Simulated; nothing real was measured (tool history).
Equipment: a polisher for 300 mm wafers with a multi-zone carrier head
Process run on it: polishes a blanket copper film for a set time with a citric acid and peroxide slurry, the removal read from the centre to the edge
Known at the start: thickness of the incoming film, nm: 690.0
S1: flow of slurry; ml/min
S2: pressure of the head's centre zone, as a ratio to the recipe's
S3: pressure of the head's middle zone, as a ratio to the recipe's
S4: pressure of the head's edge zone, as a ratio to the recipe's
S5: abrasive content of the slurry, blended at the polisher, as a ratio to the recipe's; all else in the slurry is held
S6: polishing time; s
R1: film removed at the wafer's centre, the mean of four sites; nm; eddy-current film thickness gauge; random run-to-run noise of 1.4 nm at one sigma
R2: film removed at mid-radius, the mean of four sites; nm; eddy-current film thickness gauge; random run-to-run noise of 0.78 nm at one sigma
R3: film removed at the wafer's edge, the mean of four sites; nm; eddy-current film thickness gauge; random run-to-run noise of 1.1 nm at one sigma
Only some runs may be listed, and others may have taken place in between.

{"run": 1, "hour": 0.0, "S1": 250, "S2": 1, "S3": 1, "S4": 1, "S5": 1, "S6": 67, "R1": 138.32, "R2": 135.31, "R3": 137.3}
{"run": 2, "hour": 1.1, "S1": 250, "S2": 1, "S3": 1, "S4": 1, "S5": 1, "S6": 82, "R1": 165.37, "R2": 163.99, "R3": 166.58}
{"run": 3, "hour": 7.9, "S1": 245, "S2": 1, "S3": 0.97, "S4": 0.99, "S5": 0.9, "S6": 79, "R1": 154.73, "R2": 149.91, "R3": 150.23}
{"run": 4, "hour": 12.8, "S1": 245, "S2": 1, "S3": 0.97, "S4": 0.92, "S5": 0.9, "S6": 79, "R1": 153.46, "R2": 150.04, "R3": 148.53}
{"run": 5, "hour": 19.0, "S1": 245, "S2": 1, "S3": 0.97, "S4": 1.01, "S5": 0.9, "S6": 79, "R1": 153.51, "R2": 147.03, "R3": 151.94}
{"run": 6, "hour": 25.2, "S1": 240, "S2": 1, "S3": 0.95, "S4": 1.01, "S5": 0.85, "S6": 78, "R1": 151.41, "R2": 142.49, "R3": 146.99}
{"run": 7, "hour": 29.8, "S1": 210, "S2": 1, "S3": 0.85, "S4": 1.07, "S5": 0.6, "S6": 60, "R1": 98.595, "R2": 83.828, "R3": 101.3}
{"run": 8, "hour": 36.0, "S1": 225, "S2": 1.01, "S3": 0.86, "S4": 1.07, "S5": 0.6, "S6": 60, "R1": 100.58, "R2": 86.76, "R3": 102.18}
{"run": 9, "hour": 38.2, "S1": 240, "S2": 1.02, "S3": 0.86, "S4": 1.08, "S5": 0.6, "S6": 60, "R1": 102.44, "R2": 86.827, "R3": 103.65}
{"run": 10, "hour": 46.7, "S1": 255, "S2": 1.03, "S3": 0.87, "S4": 1.08, "S5": 0.6, "S6": 60, "R1": 107.68, "R2": 89.011, "R3": 105.3}
{"run": 11, "hour": 51.5, "S1": 265, "S2": 1.03, "S3": 0.88, "S4": 1.08, "S5": 0.6, "S6": 60, "R1": 106.23, "R2": 89.696, "R3": 102.36}
{"run": 12, "hour": 59.2, "S1": 265, "S2": 1.04, "S3": 0.89, "S4": 1.09, "S5": 0.6, "S6": 60, "R1": 105.84, "R2": 91.314, "R3": 104.95}
{"run": 13, "hour": 62.7, "S1": 275, "S2": 1.05, "S3": 0.89, "S4": 1.09, "S5": 0.6, "S6": 60, "R1": 107.61, "R2": 91.255, "R3": 104.36}
{"run": 14, "hour": 63.6, "S1": 305, "S2": 1.1, "S3": 0.94, "S4": 1.16, "S5": 0.75, "S6": 60, "R1": 126.08, "R2": 106.14, "R3": 119.37}
{"run": 15, "hour": 64.3, "S1": 300, "S2": 1.1, "S3": 0.93, "S4": 1.15, "S5": 0.75, "S6": 60, "R1": 125.35, "R2": 106.24, "R3": 117.63}
{"run": 16, "hour": 70.1, "S1": 295, "S2": 1.1, "S3": 0.92, "S4": 1.14, "S5": 0.75, "S6": 60, "R1": 123.56, "R2": 103.92, "R3": 116.08}
{"run": 17, "hour": 78.6, "S1": 290, "S2": 1.1, "S3": 0.91, "S4": 1.13, "S5": 0.75, "S6": 60, "R1": 123.58, "R2": 102.94, "R3": 115.51}
{"run": 18, "hour": 86.8, "S1": 285, "S2": 1.1, "S3": 0.91, "S4": 1.12, "S5": 0.75, "S6": 60, "R1": 126.44, "R2": 103.22, "R3": 115.93}
{"run": 19, "hour": 94.4, "S1": 285, "S2": 1.09, "S3": 0.91, "S4": 1.11, "S5": 0.75, "S6": 60, "R1": 126.36, "R2": 101.82, "R3": 115.7}
{"run": 20, "hour": 99.8, "S1": 280, "S2": 1.09, "S3": 0.91, "S4": 1.11, "S5": 0.75, "S6": 60, "R1": 120.48, "R2": 100.85, "R3": 117.51}

Predict the results of run 21:
{"run": 21, "hour": 102.1, "S1": 285, "S2": 1.08, "S3": 0.9, "S4": 1.11, "S5": 0.75, "S6": 60, "R1": "?", "R2": "?", "R3": "?"}

R1: 121.05 nm
R2: 101.47 nm
R3: 116.05 nm
